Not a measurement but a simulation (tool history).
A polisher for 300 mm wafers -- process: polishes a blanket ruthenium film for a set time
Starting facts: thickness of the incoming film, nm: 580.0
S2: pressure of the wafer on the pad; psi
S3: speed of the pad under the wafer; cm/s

run 1 hour=0 | flow_of_slurry_(ml/min)=210 S2=2.5 S3=126 polishing_time_(s)=40 | film_removed_(angstrom)=632.48
run 2 hour=7.1 | flow_of_slurry_(ml/min)=210 S2=2.5 S3=150 polishing_time_(s)=40 | film_removed_(angstrom)=753.06
run 3 hour=9.4 | flow_of_slurry_(ml/min)=210 S2=2.5 S3=132 polishing_time_(s)=40 | film_removed_(angstrom)=661.76
run 4 hour=12 | flow_of_slurry_(ml/min)=210 S2=2.5 S3=116 polishing_time_(s)=40 | film_removed_(angstrom)=582.28
run 5 hour=15.9 | flow_of_slurry_(ml/min)=210 S2=2.5 S3=94 polishing_time_(s)=40 | film_removed_(angstrom)=469.75
run 6 hour=19 | flow_of_slurry_(ml/min)=210 S2=2.5 S3=72 polishing_time_(s)=40 | film_removed_(angstrom)=365.58

Run 7 has not been measured yet. What should we expect?
run 7 hour=24 | flow_of_slurry_(ml/min)=210 S2=2.5 S3=72 polishing_time_(s)=40 | film_removed_(angstrom)=?

film removed (angstrom): 372.28

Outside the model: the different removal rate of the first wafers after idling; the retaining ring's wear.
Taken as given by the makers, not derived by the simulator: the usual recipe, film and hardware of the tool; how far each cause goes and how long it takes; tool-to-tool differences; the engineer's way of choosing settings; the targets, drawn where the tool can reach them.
